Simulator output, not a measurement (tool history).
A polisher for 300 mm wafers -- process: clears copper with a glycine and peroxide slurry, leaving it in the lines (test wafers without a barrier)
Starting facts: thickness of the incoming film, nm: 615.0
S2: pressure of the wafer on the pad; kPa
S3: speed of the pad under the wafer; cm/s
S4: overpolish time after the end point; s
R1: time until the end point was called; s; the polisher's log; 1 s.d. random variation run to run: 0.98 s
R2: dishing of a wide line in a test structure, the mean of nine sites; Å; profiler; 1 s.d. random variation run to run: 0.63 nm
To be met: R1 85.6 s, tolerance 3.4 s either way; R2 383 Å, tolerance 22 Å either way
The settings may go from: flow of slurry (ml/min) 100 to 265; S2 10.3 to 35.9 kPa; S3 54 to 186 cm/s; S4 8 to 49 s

{"run": 1, "hour": 0.0, "flow of slurry (ml/min)": 170, "S2": 22.8, "S3": 118, "S4": 25, "R1": 95.912, "R2": 715.61}
{"run": 2, "hour": 6.3, "flow of slurry (ml/min)": 170, "S2": 22.8, "S3": 92, "S4": 25, "R1": 119.43, "R2": 691.08}
{"run": 3, "hour": 10.1, "flow of slurry (ml/min)": 170, "S2": 22.8, "S3": 92, "S4": 21, "R1": 115.88, "R2": 603.61}
{"run": 4, "hour": 11.8, "flow of slurry (ml/min)": 210, "S2": 22.8, "S3": 92, "S4": 21, "R1": 113.33, "R2": 619.8}
{"run": 5, "hour": 15.1, "flow of slurry (ml/min)": 210, "S2": 21.4, "S3": 104, "S4": 19, "R1": 109.22, "R2": 582.77}
{"run": 6, "hour": 19.7, "flow of slurry (ml/min)": 215, "S2": 20, "S3": 114, "S4": 18, "R1": 108.17, "R2": 579.96}
{"run": 7, "hour": 22.7, "flow of slurry (ml/min)": 220, "S2": 19.3, "S3": 120, "S4": 17, "R1": 103.94, "R2": 561.55}
{"run": 8, "hour": 26.5, "flow of slurry (ml/min)": 225, "S2": 17.9, "S3": 128, "S4": 16, "R1": 103.38, "R2": 539.71}
{"run": 9, "hour": 32.9, "flow of slurry (ml/min)": 230, "S2": 17.2, "S3": 136, "S4": 15, "R1": 104.02, "R2": 508.47}
{"run": 10, "hour": 41.4, "flow of slurry (ml/min)": 235, "S2": 16.5, "S3": 142, "S4": 14, "R1": 103.62, "R2": 487.92}
{"run": 11, "hour": 48.1, "flow of slurry (ml/min)": 240, "S2": 16.5, "S3": 148, "S4": 13, "R1": 99.255, "R2": 478.28}
{"run": 12, "hour": 55.9, "flow of slurry (ml/min)": 245, "S2": 16.5, "S3": 152, "S4": 12, "R1": 98.276, "R2": 455.88}
{"run": 13, "hour": 56.6, "flow of slurry (ml/min)": 250, "S2": 16.5, "S3": 156, "S4": 11, "R1": 95.61, "R2": 421.45}

Exactly one of the 4 candidate moves below puts every result within its allowed miss. Which one?
{"run": "A", "hour": 57.3, "flow of slurry (ml/min)": 260, "S2": 17.9, "S3": 162, "S4": 8, "R1": "?", "R2": "?"}
{"run": "B", "hour": 57.3, "flow of slurry (ml/min)": 260, "S2": 17.2, "S3": 130, "S4": 13, "R1": "?", "R2": "?"}
{"run": "C", "hour": 57.3, "flow of slurry (ml/min)": 260, "S2": 14.5, "S3": 160, "S4": 16, "R1": "?", "R2": "?"}
{"run": "D", "hour": 57.3, "flow of slurry (ml/min)": 245, "S2": 15.9, "S3": 134, "S4": 16, "R1": "?", "R2": "?"}

move=A R1=84.827 R2=380.63
move=B R1=106.06 R2=463.75
move=C R1=103.05 R2=533.39
move=D R1=111.44 R2=513.96
A: every result within its allowed miss
B: its largest miss is bigger than the last run's
C: its largest miss is bigger than the last run's
D: its largest miss is bigger than the last run's
Correct choice: A, which meets every target

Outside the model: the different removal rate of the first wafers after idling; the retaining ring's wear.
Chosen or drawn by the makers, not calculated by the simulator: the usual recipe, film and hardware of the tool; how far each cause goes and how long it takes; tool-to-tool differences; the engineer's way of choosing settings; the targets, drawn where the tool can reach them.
